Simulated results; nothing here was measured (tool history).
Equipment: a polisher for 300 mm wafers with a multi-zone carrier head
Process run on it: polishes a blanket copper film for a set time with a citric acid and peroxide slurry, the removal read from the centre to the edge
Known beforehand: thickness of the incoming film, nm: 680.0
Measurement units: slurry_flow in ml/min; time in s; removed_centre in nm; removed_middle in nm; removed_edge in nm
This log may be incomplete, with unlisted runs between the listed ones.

run,hour,slurry_flow,centre_zone,middle_zone,edge_zone,slurry_solids,time,removed_centre,removed_middle,removed_edge
1,0,280,1,1,1,1,44,91.419,91.259,90.34
2,5.1,280,1,1,1,1,55,112.28,113.2,109.53
3,7.6,280,1.02,0.98,1.02,1.05,55,114.63,113.83,113.7
4,14,280,1.02,0.98,1.1,1.05,55,112.82,114.52,118.24
5,15.5,280,0.96,0.98,1.1,1.05,55,110.44,113.57,117.03
6,21.5,280,0.96,0.98,1.1,0.9,55,105.55,110.55,113.86
7,28.7,290,1,0.95,1.09,0.95,55,113.56,109.04,115.45
8,29.7,300,1.02,0.93,1.1,0.95,55,112.11,106.12,116.16
9,35.2,305,1.05,0.91,1.09,1,55,118.96,105.7,117.59

Estimate the outcome of run 10 from the log above:
10,39,310,1.07,0.9,1.09,1,55,?,?,?

{"run 10": {"removed_centre": 121.13, "removed_middle": 105.26, "removed_edge": 117.07}}

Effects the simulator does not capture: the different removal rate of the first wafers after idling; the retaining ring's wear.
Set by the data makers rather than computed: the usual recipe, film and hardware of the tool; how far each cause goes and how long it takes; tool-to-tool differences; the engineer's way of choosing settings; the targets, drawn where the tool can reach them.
